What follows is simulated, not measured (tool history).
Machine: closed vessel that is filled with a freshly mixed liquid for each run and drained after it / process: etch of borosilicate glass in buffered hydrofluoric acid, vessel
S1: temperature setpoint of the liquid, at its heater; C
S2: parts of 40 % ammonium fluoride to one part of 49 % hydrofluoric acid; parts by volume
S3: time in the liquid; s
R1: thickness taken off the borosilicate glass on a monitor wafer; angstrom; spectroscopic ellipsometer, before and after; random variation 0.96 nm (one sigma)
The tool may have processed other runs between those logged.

{"run": 1, "hour": 0.0, "S1": 22, "S2": 7.5, "S3": 90, "R1": 1221.8}
{"run": 2, "hour": 6.4, "S1": 22, "S2": 7.5, "S3": 100, "R1": 1357.6}
{"run": 3, "hour": 14.9, "S1": 20, "S2": 7.5, "S3": 100, "R1": 1194.9}
{"run": 4, "hour": 18.0, "S1": 20, "S2": 8, "S3": 100, "R1": 1110.6}
{"run": 5, "hour": 24.2, "S1": 19.5, "S2": 8, "S3": 100, "R1": 1065.4}
{"run": 6, "hour": 31.7, "S1": 19.5, "S2": 6.5, "S3": 100, "R1": 1344.8}

What does the tool deliver on the next run?
{"run": 7, "hour": 35.8, "S1": 19, "S2": 6.5, "S3": 100, "R1": "?"}

{"run 7": {"R1": 1282.6}}
